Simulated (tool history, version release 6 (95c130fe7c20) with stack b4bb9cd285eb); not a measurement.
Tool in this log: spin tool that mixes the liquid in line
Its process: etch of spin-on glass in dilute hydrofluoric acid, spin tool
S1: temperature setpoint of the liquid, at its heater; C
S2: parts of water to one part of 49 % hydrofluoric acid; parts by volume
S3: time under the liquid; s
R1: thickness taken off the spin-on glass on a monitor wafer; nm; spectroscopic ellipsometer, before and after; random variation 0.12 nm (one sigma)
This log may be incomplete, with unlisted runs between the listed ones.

run,hour,S1,S2,S3,R1
1,0.0,25.0,185,75,12.630
2,8.0,26.5,180,75,13.753
3,13.7,26.5,180,75,13.811
4,15.3,23.0,180,75,12.132
5,20.0,25.5,180,75,13.428
6,26.2,25.5,180,80,14.231
7,30.5,29.5,170,80,17.730
8,31.5,30.0,170,80,17.954

Run 9 is up next; what results do you expect?
9,39.4,30.5,170,80,?

{"run 9": {"R1": 18.261}}

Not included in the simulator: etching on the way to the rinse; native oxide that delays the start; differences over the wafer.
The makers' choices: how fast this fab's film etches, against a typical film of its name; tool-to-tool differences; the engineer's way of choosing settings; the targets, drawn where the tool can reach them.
